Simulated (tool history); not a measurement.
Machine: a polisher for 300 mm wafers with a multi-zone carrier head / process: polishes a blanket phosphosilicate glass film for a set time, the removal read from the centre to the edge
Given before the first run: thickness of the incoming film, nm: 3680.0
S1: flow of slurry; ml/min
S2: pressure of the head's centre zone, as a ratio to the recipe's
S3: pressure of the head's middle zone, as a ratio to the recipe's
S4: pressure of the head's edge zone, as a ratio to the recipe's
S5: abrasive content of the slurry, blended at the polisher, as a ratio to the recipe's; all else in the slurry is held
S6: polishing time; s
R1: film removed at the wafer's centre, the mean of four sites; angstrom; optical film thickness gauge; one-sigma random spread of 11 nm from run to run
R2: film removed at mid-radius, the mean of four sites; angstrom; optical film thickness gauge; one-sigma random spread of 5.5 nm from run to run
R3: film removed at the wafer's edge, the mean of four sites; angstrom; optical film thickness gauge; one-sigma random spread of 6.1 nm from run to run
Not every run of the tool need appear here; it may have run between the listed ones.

run  hour   S1    S2    S3    S4   S5  S6      R1      R2      R3
  1   0.0  225  1.00  1.00  1.00  1.0  73  6400.8  6361.4  6594.7
  2   3.7  225  1.00  0.96  1.00  1.0  73  6326.9  6190.2  6619.8
  3   6.5  225  1.00  0.96  1.00  1.0  88  7490.8  7409.4  7861.0
  4   8.0  225  1.00  0.96  0.96  1.0  88  7622.4  7394.3  7721.5
  5  16.5  195  1.00  0.96  0.96  1.0  88  7357.9  7296.0  7597.7
  6  18.8  190  1.00  0.97  0.95  1.0  88  7507.9  7200.7  7676.7
  7  26.5  255  0.96  1.05  0.85  0.8  88  6637.6  7295.4  6626.1

Run 8, settings as shown, results not yet in. Your forecast:
  8  27.9  260  0.97  1.05  0.87  0.8  88   ?   ?   ?

R1: 6672.1 angstrom
R2: 7322.7 angstrom
R3: 6743.2 angstrom

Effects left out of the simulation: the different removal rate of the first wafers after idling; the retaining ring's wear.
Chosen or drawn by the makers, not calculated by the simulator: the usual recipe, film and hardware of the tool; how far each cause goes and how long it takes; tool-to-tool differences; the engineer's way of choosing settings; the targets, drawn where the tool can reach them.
